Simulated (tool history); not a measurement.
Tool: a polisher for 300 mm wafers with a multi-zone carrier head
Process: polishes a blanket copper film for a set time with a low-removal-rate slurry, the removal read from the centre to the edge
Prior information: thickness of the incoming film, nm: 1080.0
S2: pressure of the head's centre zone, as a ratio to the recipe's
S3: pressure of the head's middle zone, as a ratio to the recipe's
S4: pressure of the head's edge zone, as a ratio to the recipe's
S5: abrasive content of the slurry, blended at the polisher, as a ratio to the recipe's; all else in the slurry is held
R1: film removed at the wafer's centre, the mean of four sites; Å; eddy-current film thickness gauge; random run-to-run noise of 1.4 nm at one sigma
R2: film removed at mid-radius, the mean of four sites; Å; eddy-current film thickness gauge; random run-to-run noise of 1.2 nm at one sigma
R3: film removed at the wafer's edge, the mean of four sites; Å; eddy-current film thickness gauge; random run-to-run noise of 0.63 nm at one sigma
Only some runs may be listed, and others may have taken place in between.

Run 1, hour 0.0: flow of slurry (ml/min) 310, S2 1.00, S3 1.00, S4 1.00, S5 1.00, polishing time (s) 56. Result: R1 1698.10 Å, R2 1758.30 Å, R3 1779.40 Å.
Run 2, hour 2.9: flow of slurry (ml/min) 310, S2 1.00, S3 1.00, S4 1.04, S5 1.00, polishing time (s) 56. Result: R1 1712.00 Å, R2 1741.20 Å, R3 1810.80 Å.
Run 3, hour 6.0: flow of slurry (ml/min) 310, S2 1.00, S3 0.99, S4 1.01, S5 0.90, polishing time (s) 51. Result: R1 1473.90 Å, R2 1514.50 Å, R3 1588.10 Å.
Run 4, hour 8.3: flow of slurry (ml/min) 310, S2 1.02, S3 0.99, S4 0.98, S5 0.80, polishing time (s) 47. Result: R1 1373.40 Å, R2 1363.60 Å, R3 1394.80 Å.
Run 5, hour 11.1: flow of slurry (ml/min) 310, S2 1.02, S3 0.98, S4 0.96, S5 0.75, polishing time (s) 45. Result: R1 1300.60 Å, R2 1292.00 Å, R3 1314.50 Å.
Run 6, hour 17.7: flow of slurry (ml/min) 310, S2 1.02, S3 0.98, S4 0.88, S5 0.75, polishing time (s) 45. Result: R1 1301.50 Å, R2 1294.60 Å, R3 1258.50 Å.
Run 7, hour 22.8: flow of slurry (ml/min) 310, S2 1.01, S3 0.97, S4 0.87, S5 0.70, polishing time (s) 43. Result: R1 1206.80 Å, R2 1210.00 Å, R3 1180.70 Å.
Run 8, hour 27.7: flow of slurry (ml/min) 310, S2 1.01, S3 0.96, S4 0.86, S5 0.65, polishing time (s) 42. Result: R1 1153.70 Å, R2 1135.40 Å, R3 1142.90 Å.
Run 9, hour 31.6: flow of slurry (ml/min) 310, S2 1.01, S3 0.96, S4 0.85, S5 0.60, polishing time (s) 41. Result: R1 1099.40 Å, R2 1096.90 Å, R3 1074.20 Å.
Run 10, hour 37.3: flow of slurry (ml/min) 310, S2 1.01, S3 0.95, S4 0.84, S5 0.60, polishing time (s) 40. Result: R1 1113.70 Å, R2 1062.60 Å, R3 1046.60 Å.
Run 11, hour 39.7: flow of slurry (ml/min) 310, S2 1.00, S3 0.95, S4 0.84, S5 0.60, polishing time (s) 40. Result: R1 1078.60 Å, R2 1059.90 Å, R3 1045.70 Å.
Run 12, hour 47.4: flow of slurry (ml/min) 295, S2 0.97, S3 0.92, S4 0.81, S5 0.50, polishing time (s) 37. Result: R1 901.90 Å, R2 916.12 Å, R3 908.19 Å.

For run 13, what comes out?
Run 13, hour 49.7: flow of slurry (ml/min) 305, S2 0.97, S3 0.92, S4 0.82, S5 0.50, polishing time (s) 37. Result: R1 ?, R2 ?, R3 ?.

R1: 929.46 Å
R2: 927.00 Å
R3: 908.87 Å
